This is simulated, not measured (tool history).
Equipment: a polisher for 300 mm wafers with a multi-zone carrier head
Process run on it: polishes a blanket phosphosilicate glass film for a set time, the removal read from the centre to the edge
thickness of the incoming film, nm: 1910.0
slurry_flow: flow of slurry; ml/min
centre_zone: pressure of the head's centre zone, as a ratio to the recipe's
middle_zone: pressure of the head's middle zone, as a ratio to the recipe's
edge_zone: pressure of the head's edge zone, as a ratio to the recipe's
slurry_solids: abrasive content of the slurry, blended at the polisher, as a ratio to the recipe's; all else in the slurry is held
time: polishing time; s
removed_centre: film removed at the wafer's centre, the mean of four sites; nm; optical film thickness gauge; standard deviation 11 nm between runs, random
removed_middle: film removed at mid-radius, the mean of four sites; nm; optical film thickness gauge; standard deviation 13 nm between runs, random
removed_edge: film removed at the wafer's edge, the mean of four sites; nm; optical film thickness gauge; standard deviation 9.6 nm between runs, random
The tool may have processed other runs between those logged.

run 1 hour=0.0 | slurry_flow=185 centre_zone=1.00 middle_zone=1.00 edge_zone=1.00 slurry_solids=1.00 time=58 | removed_centre=714.62 removed_middle=693.09 removed_edge=710.06
run 2 hour=3.4 | slurry_flow=185 centre_zone=1.07 middle_zone=1.00 edge_zone=1.00 slurry_solids=1.00 time=58 | removed_centre=766.50 removed_middle=691.43 removed_edge=702.81
run 3 hour=8.5 | slurry_flow=185 centre_zone=1.07 middle_zone=1.00 edge_zone=1.00 slurry_solids=1.00 time=70 | removed_centre=936.86 removed_middle=815.19 removed_edge=834.49
run 4 hour=12.5 | slurry_flow=185 centre_zone=1.07 middle_zone=1.00 edge_zone=1.00 slurry_solids=1.00 time=83 | removed_centre=1082.20 removed_middle=999.74 removed_edge=1001.00
run 5 hour=15.2 | slurry_flow=190 centre_zone=1.05 middle_zone=1.00 edge_zone=1.03 slurry_solids=1.00 time=83 | removed_centre=1068.80 removed_middle=1005.30 removed_edge=1030.70
run 6 hour=23.2 | slurry_flow=195 centre_zone=1.03 middle_zone=1.00 edge_zone=1.05 slurry_solids=1.00 time=83 | removed_centre=1035.60 removed_middle=986.34 removed_edge=1027.40

Run 7, settings as shown, results not yet in. Your forecast:
run 7 hour=27.4 | slurry_flow=195 centre_zone=1.01 middle_zone=1.01 edge_zone=1.07 slurry_solids=1.05 time=83 | removed_centre=? removed_middle=? removed_edge=?

removed_centre: 1054.60 nm
removed_middle: 1029.40 nm
removed_edge: 1052.60 nm

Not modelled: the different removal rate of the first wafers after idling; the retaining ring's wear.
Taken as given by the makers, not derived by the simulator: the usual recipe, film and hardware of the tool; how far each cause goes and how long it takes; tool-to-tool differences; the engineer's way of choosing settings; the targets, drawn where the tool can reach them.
